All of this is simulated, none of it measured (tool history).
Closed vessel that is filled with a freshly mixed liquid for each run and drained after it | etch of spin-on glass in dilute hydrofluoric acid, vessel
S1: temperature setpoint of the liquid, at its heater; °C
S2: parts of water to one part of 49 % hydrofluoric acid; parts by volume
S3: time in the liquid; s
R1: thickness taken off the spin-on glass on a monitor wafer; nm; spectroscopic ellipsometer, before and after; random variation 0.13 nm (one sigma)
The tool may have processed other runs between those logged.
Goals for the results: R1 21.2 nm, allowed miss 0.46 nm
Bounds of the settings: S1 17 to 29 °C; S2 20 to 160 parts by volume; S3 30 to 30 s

Run 1, hour 0: S1 21 °C, S2 90 parts by volume, S3 30 s. Result: R1 7.9009 nm.
Run 2, hour 2.8: S1 23.5 °C, S2 70 parts by volume, S3 30 s. Result: R1 11.618 nm.
Run 3, hour 8: S1 23.5 °C, S2 95 parts by volume, S3 30 s. Result: R1 8.2843 nm.
Run 4, hour 9.2: S1 26 °C, S2 95 parts by volume, S3 30 s. Result: R1 9.1236 nm.
Run 5, hour 10.2: S1 27 °C, S2 75 parts by volume, S3 30 s. Result: R1 12.349 nm.
Run 6, hour 11.2: S1 27 °C, S2 75 parts by volume, S3 30 s. Result: R1 12.32 nm.
Run 7, hour 12.2: S1 27.5 °C, S2 65 parts by volume, S3 30 s. Result: R1 14.797 nm.
Run 8, hour 14.4: S1 28 °C, S2 60 parts by volume, S3 30 s. Result: R1 16.499 nm.
Run 9, hour 21.2: S1 28.5 °C, S2 55 parts by volume, S3 30 s. Result: R1 18.517 nm.
Run 10, hour 22.2: S1 29 °C, S2 45 parts by volume, S3 30 s. Result: R1 23.471 nm.
Run 11, hour 24: S1 29 °C, S2 45 parts by volume, S3 30 s. Result: R1 23.307 nm.
Run 12, hour 31.8: S1 28.5 °C, S2 45 parts by volume, S3 30 s. Result: R1 22.903 nm.

4 candidate next runs follow, results not yet known. Just one meets every target within its allowed miss. Identify it.
Run A, hour 39.6: S1 28.5 °C, S2 40 parts by volume, S3 30 s. Result: R1 ?.
Run B, hour 39.6: S1 26.5 °C, S2 45 parts by volume, S3 30 s. Result: R1 ?.
Run C, hour 39.6: S1 27.5 °C, S2 40 parts by volume, S3 30 s. Result: R1 ?.
Run D, hour 39.6: S1 29 °C, S2 45 parts by volume, S3 30 s. Result: R1 ?.

move      R1
   A  26.035
   B  21.188
   C  25.012
   D  23.415
A: misses by more than the last run did
B: all results in spec
C: misses by more than the last run did
D: misses by more than the last run did
Move B is the one to make.
